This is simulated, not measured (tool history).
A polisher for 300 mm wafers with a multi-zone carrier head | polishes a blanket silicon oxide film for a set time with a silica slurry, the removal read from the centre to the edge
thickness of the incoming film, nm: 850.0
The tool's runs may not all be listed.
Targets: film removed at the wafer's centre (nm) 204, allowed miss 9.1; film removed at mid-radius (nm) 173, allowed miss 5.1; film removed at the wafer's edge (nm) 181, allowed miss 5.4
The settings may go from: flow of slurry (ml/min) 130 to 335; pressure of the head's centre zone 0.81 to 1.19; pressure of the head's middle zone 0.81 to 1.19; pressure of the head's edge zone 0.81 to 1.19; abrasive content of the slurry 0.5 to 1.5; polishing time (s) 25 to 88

run  hour  flow of slurry (ml/min)  pressure of the head's centre zone  pressure of the head's middle zone  pressure of the head's edge zone  abrasive content of the slurry  polishing time (s)  film removed at the wafer's centre (nm)  film removed at mid-radius (nm)  film removed at the wafer's edge (nm)
  1     0                      215                                   1                                   1                                 1                               1                  56                                    139.9                           145.27                                 142.25
  2   6.2                      225                                1.04                                   1                              1.03                            1.05                  56                                   152.66                           145.93                                  144.5
  3   8.7                      225                                1.05                                   1                              1.05                            1.15                  56                                   155.51                           152.75                                 150.87
  4  16.7                      230                                1.07                                0.99                              1.07                             1.2                  56                                   160.39                           150.11                                 153.67
  5  18.8                      235                                1.09                                0.99                              1.08                            1.25                  57                                   169.34                           153.81                                 159.43
  6  20.2                      235                                1.09                                0.99                              1.08                            1.15                  57                                   164.07                            152.1                                 152.93
  7  24.6                      240                                 1.1                                0.99                              1.08                             1.2                  57                                   170.41                           152.49                                 155.98
  8  26.3                      245                                1.11                                0.99                              1.09                            1.25                  57                                   175.61                           158.03                                 157.11
  9  32.4                      245                                1.12                                0.98                               1.1                             1.3                  58                                    179.9                           160.46                                 164.24
 10  35.7                      245                                1.13                                0.98                              1.11                            1.35                  58                                   182.71                           160.55                                  165.8
 11  38.4                      250                                1.14                                0.98                              1.12                             1.4                  58                                   188.63                           163.75                                 170.45
 12  45.2                      255                                1.15                                0.98                              1.13                             1.4                  58                                   191.78                           164.74                                 169.17
 13  50.5                      260                                1.15                                0.98                              1.14                             1.4                  58                                   188.87                           164.83                                  169.2

4 next moves are on the table. One of them brings every result within its allowed miss. Which?
  A  55.8                      230                                1.19                                0.87                              1.16                            1.45                  61                                        ?                                ?                                      ?
  B  55.8                      295                                1.16                                0.97                              1.18                             1.4                  61                                        ?                                ?                                      ?
  C  55.8                      305                                1.12                                1.17                              1.19                             1.1                  57                                        ?                                ?                                      ?
  D  55.8                      215                                0.96                                0.85                              1.19                             1.5                  64                                        ?                                ?                                      ?

move  film removed at the wafer's centre (nm)  film removed at mid-radius (nm)  film removed at the wafer's edge (nm)
   A                                   205.02                           157.34                                 178.52
   B                                   203.16                           174.59                                 180.73
   C                                   171.78                           179.15                                 157.98
   D                                   173.56                           162.58                                 189.92
A: brings the result that was furthest off to its target, and leaves another outside
B: meets every target
C: further off than the last run
D: takes the result that was furthest off past its target
Move B is the one to make.
